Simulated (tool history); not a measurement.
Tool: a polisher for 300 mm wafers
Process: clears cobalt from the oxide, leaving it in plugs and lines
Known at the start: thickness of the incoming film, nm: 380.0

| run | day | flow of slurry (ml/min) | pressure of the wafer on the pad (psi) | speed of the pad under the wafer (cm/s) | overpolish time after the end point (s) | time until the end point was called (s) | dishing of a wide line in a test structure (angstrom) |
|---|---|---|---|---|---|---|---|
| 1 | 0.000 | 230 | 1.6 | 120 | 17 | 93.387 | 368.15 |
| 2 | 0.138 | 230 | 1.7 | 120 | 17 | 87.867 | 376.94 |
| 3 | 0.300 | 230 | 1.7 | 120 | 13 | 85.269 | 340.92 |
| 4 | 0.579 | 275 | 1.7 | 120 | 13 | 82.658 | 343.92 |
| 5 | 0.646 | 310 | 1.7 | 120 | 13 | 84.332 | 340.05 |
| 6 | 0.942 | 310 | 1.7 | 120 | 9 | 85.159 | 288.73 |

Run 7 comes next. What will it give?
| 7 | 1.292 | 310 | 1.7 | 120 | 10 | ? | ? |

Run 7 gave time until the end point was called (s) 82.336, dishing of a wide line in a test structure (angstrom) 303.78.

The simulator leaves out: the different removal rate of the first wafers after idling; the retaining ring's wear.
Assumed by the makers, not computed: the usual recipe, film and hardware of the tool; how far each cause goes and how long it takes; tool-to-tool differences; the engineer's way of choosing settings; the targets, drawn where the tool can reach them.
